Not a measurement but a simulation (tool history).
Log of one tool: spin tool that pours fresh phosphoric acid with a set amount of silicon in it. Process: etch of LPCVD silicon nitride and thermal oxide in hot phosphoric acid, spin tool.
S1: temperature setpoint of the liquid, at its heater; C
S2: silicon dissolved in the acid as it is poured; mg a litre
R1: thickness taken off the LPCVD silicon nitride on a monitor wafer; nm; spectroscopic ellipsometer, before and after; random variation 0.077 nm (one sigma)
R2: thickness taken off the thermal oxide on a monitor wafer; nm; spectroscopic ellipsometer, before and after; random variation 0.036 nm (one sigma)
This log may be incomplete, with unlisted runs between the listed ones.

run 1 hour=0.0 | S1=163.0 S2=25.5 time_under_the_liquid_(s)=180 | R1=14.004 R2=0.26212
run 2 hour=5.4 | S1=163.5 S2=26.5 time_under_the_liquid_(s)=180 | R1=14.245 R2=0.27631
run 3 hour=8.7 | S1=163.5 S2=40.0 time_under_the_liquid_(s)=180 | R1=14.202 R2=0.13418
run 4 hour=16.9 | S1=165.5 S2=40.0 time_under_the_liquid_(s)=180 | R1=15.318 R2=0.15727
run 5 hour=24.1 | S1=166.0 S2=38.5 time_under_the_liquid_(s)=180 | R1=15.446 R2=0.16800
run 6 hour=25.3 | S1=166.0 S2=27.5 time_under_the_liquid_(s)=180 | R1=15.423 R2=0.23606
run 7 hour=28.9 | S1=166.0 S2=27.0 time_under_the_liquid_(s)=180 | R1=15.491 R2=0.28537

Run 8, settings as shown, results not yet in. Your forecast:
run 8 hour=35.7 | S1=166.0 S2=27.0 time_under_the_liquid_(s)=180 | R1=? R2=?

R1: 15.435 nm
R2: 0.31554 nm
